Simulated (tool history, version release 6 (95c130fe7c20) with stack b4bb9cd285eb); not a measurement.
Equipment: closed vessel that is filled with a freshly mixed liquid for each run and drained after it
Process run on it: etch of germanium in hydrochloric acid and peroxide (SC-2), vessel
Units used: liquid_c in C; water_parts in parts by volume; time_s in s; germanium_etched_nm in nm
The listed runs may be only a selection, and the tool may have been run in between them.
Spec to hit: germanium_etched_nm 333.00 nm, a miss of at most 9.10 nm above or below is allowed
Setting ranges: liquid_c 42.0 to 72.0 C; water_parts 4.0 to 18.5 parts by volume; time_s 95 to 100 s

| run | hour | liquid_c | water_parts | time_s | germanium_etched_nm |
|---|---|---|---|---|---|
| 1 | 0.0 | 58.0 | 10.5 | 95 | 405.12 |
| 2 | 3.2 | 56.5 | 10.5 | 95 | 386.88 |
| 3 | 11.6 | 62.0 | 10.5 | 95 | 454.37 |
| 4 | 15.9 | 59.5 | 10.5 | 95 | 418.91 |
| 5 | 23.0 | 58.0 | 10.5 | 95 | 404.60 |
| 6 | 30.1 | 58.0 | 10.5 | 95 | 405.50 |
| 7 | 30.8 | 50.0 | 11.0 | 95 | 315.20 |
| 8 | 34.7 | 50.5 | 11.0 | 95 | 319.88 |

Pick the move, out of 4, that brings all results within their allowed miss; only one does.
| A | 38.6 | 46.5 | 13.5 | 100 | ? |
| B | 38.6 | 47.5 | 8.0 | 95 | ? |
| C | 38.6 | 50.0 | 9.5 | 100 | ? |
| D | 38.6 | 49.0 | 12.0 | 95 | ? |

| move | germanium_etched_nm |
|---|---|
| A | 288.59 |
| B | 297.63 |
| C | 334.88 |
| D | 301.02 |
A: further off than the last run
B: further off than the last run
C: all results land within tolerance of their targets
D: further off than the last run
So the answer is move C, the one that meets all the targets.
